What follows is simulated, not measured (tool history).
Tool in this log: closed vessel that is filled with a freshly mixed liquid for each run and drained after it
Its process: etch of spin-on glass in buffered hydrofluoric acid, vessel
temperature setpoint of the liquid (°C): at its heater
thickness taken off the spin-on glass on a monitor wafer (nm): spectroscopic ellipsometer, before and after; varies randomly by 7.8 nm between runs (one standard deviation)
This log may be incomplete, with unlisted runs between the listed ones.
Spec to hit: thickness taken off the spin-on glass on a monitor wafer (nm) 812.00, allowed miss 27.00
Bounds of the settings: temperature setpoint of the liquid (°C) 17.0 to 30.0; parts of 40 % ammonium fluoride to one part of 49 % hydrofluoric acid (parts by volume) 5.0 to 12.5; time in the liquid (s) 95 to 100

run	hour	temperature setpoint of the liquid (°C)	parts of 40 % ammonium fluoride to one part of 49 % hydrofluoric acid (parts by volume)	time in the liquid (s)	thickness taken off the spin-on glass on a monitor wafer (nm)
1	0.0	22.0	7.5	95	560.67
2	1.9	22.5	7.5	95	581.84
3	5.6	19.0	7.5	95	476.37
4	12.4	19.0	6.5	95	554.15
5	15.0	19.0	5.5	95	635.79
6	22.2	19.0	7.0	95	509.36
7	28.3	20.0	7.0	95	544.49
8	36.7	24.0	7.0	95	681.55
9	43.8	24.5	7.0	95	693.98
10	52.1	25.0	7.0	95	726.12
11	59.2	25.0	7.0	95	710.46
12	64.7	26.5	7.0	95	784.20

Exactly one of the 5 candidate moves below puts every result within its allowed miss. Which one?
A	70.2	24.0	5.5	100	?
B	70.2	29.5	7.5	95	?
C	70.2	26.0	6.5	95	?
D	70.2	26.5	6.0	95	?
E	70.2	23.0	5.0	95	?

move	thickness taken off the spin-on glass on a monitor wafer (nm)
A	885.58
B	851.86
C	812.52
D	894.40
E	863.44
A: moves the result that the last run missed by most past its target, out the other side
B: moves the result that the last run missed by most past its target, out the other side
C: hits every target within its allowed miss
D: moves the result that the last run missed by most past its target, out the other side
E: moves the result that the last run missed by most past its target, out the other side
The move that meets every target is C.

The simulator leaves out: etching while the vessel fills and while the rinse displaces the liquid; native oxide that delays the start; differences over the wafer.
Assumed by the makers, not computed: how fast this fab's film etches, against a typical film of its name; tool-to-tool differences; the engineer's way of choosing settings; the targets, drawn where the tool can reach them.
